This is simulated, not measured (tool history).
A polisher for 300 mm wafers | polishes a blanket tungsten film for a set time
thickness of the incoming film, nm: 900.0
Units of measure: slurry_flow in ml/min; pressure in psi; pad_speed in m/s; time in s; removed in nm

{"run": 1, "day": 0.0, "slurry_flow": 300, "pressure": 2.7, "pad_speed": 1.36, "slurry_solids": 1, "time": 94, "removed": 414.34}
{"run": 2, "day": 0.342, "slurry_flow": 300, "pressure": 2.7, "pad_speed": 1.54, "slurry_solids": 1, "time": 94, "removed": 453.7}
{"run": 3, "day": 0.379, "slurry_flow": 230, "pressure": 2.7, "pad_speed": 1.54, "slurry_solids": 1, "time": 94, "removed": 439.62}
{"run": 4, "day": 0.671, "slurry_flow": 230, "pressure": 2.7, "pad_speed": 1.38, "slurry_solids": 1, "time": 94, "removed": 419.85}
{"run": 5, "day": 0.892, "slurry_flow": 230, "pressure": 2.3, "pad_speed": 1.34, "slurry_solids": 1, "time": 94, "removed": 350.93}
{"run": 6, "day": 1.262, "slurry_flow": 230, "pressure": 2, "pad_speed": 1.32, "slurry_solids": 1, "time": 94, "removed": 302.72}
{"run": 7, "day": 1.475, "slurry_flow": 230, "pressure": 1.8, "pad_speed": 1.32, "slurry_solids": 1, "time": 94, "removed": 273.04}
{"run": 8, "day": 1.55, "slurry_flow": 230, "pressure": 1.7, "pad_speed": 1.32, "slurry_solids": 1, "time": 94, "removed": 263.5}
{"run": 9, "day": 1.85, "slurry_flow": 225, "pressure": 1.4, "pad_speed": 1.32, "slurry_solids": 1, "time": 94, "removed": 212.62}

Run 10 has not been measured yet. What should we expect?
{"run": 10, "day": 2.012, "slurry_flow": 225, "pressure": 1.4, "pad_speed": 1.32, "slurry_solids": 1, "time": 94, "removed": "?"}

removed: 215.91 nm
